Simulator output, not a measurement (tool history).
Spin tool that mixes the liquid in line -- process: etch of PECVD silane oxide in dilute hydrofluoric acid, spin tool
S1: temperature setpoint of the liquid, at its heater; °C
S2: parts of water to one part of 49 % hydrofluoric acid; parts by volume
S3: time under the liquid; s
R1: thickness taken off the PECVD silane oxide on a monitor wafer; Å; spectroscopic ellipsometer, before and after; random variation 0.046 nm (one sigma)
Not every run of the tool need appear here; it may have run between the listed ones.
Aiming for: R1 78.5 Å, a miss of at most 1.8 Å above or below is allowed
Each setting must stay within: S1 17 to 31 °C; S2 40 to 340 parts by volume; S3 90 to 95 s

{"run": 1, "hour": 0.0, "S1": 23, "S2": 190, "S3": 90, "R1": 107.34}
{"run": 2, "hour": 5.9, "S1": 23, "S2": 190, "S3": 95, "R1": 113.07}
{"run": 3, "hour": 14.3, "S1": 23, "S2": 190, "S3": 90, "R1": 108.92}
{"run": 4, "hour": 18.6, "S1": 23, "S2": 125, "S3": 90, "R1": 177.12}
{"hour": 22.1, "done": "hydrofluoric acid flow meter replaced"}
{"run": 5, "hour": 22.1, "S1": 21.5, "S2": 145, "S3": 90, "R1": 153.86}
{"run": 6, "hour": 25.7, "S1": 21.5, "S2": 165, "S3": 90, "R1": 132.44}
{"run": 7, "hour": 31.0, "S1": 21.5, "S2": 180, "S3": 90, "R1": 120.06}
{"run": 8, "hour": 34.6, "S1": 23, "S2": 190, "S3": 90, "R1": 118.28}
{"run": 9, "hour": 37.1, "S1": 23, "S2": 190, "S3": 90, "R1": 118.53}
{"run": 10, "hour": 45.3, "S1": 21.5, "S2": 200, "S3": 90, "R1": 106.37}

Which single option among these 4 for the next run brings every result within its allowed miss of target? Just one does.
{"run": "A", "hour": 53.5, "S1": 17, "S2": 220, "S3": 90, "R1": "?"}
{"run": "B", "hour": 53.5, "S1": 23, "S2": 275, "S3": 90, "R1": "?"}
{"run": "C", "hour": 53.5, "S1": 21, "S2": 240, "S3": 90, "R1": "?"}
{"run": "D", "hour": 53.5, "S1": 27, "S2": 170, "S3": 95, "R1": "?"}

move=A R1=77.977
move=B R1=74.237
move=C R1=81.804
move=D R1=163.94
A: every result within its allowed miss
B: moves the result that the last run missed by most past its target, out the other side
C: an improvement on the last run, though not all results are within tolerance
D: misses by more than the last run did
The right move is A.
